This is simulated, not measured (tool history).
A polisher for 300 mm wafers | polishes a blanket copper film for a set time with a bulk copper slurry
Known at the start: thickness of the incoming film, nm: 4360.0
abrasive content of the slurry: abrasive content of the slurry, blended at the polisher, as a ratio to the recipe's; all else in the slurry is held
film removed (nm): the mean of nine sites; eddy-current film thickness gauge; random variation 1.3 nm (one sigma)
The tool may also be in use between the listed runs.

| run | day | flow of slurry (ml/min) | pressure of the wafer on the pad (kPa) | speed of the pad under the wafer (m/s) | abrasive content of the slurry | polishing time (s) | film removed (nm) |
|---|---|---|---|---|---|---|---|
| 1 | 0.000 | 210 | 15.2 | 1.30 | 1.0 | 24 | 268.52 |
| 2 | 0.242 | 210 | 15.2 | 1.30 | 1.1 | 24 | 275.76 |
| 3 | 0.571 | 210 | 17.2 | 1.30 | 1.1 | 24 | 313.56 |
| 4 | 0.721 | 210 | 17.2 | 1.30 | 1.1 | 24 | 319.52 |
| 5 | 0.921 | 210 | 14.5 | 1.16 | 1.1 | 24 | 237.95 |
| 6 | 1.121 | 210 | 12.4 | 1.04 | 1.1 | 24 | 182.86 |
| 7 | 1.146 | 210 | 11.0 | 0.98 | 1.1 | 24 | 157.75 |

Run 8 comes next. What will it give?
| 8 | 1.283 | 210 | 9.7 | 0.94 | 1.1 | 24 | ? |

{"run 8": {"film removed (nm)": 134.63}}

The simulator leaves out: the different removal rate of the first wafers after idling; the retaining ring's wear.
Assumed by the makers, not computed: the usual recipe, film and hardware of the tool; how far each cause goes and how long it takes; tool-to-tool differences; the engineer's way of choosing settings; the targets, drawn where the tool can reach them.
